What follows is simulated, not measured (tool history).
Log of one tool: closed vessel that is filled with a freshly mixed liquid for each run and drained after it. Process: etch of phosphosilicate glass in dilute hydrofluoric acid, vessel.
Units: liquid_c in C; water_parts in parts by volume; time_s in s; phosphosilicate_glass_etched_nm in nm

| run | hour | liquid_c | water_parts | time_s | phosphosilicate_glass_etched_nm |
|---|---|---|---|---|---|
| 1 | 0.0 | 23.0 | 185 | 30 | 20.701 |
| 2 | 2.4 | 23.0 | 160 | 30 | 24.969 |
| 3 | 7.6 | 23.0 | 185 | 30 | 20.715 |
| 4 | 10.0 | 23.0 | 185 | 30 | 20.780 |
| 5 | 16.1 | 23.0 | 185 | 30 | 20.700 |
| 6 | 21.2 | 25.5 | 185 | 30 | 22.673 |
| 7 | 28.5 | 25.5 | 185 | 30 | 22.839 |
| 8 | 29.6 | 26.5 | 175 | 30 | 25.558 |
| 9 | 31.7 | 27.0 | 170 | 30 | 26.351 |
| 10 | 33.1 | 27.5 | 165 | 30 | 28.391 |

Forecast run 11:
| 11 | 37.9 | 31.0 | 130 | 30 | ? |

{"run 11": {"phosphosilicate_glass_etched_nm": 42.205}}
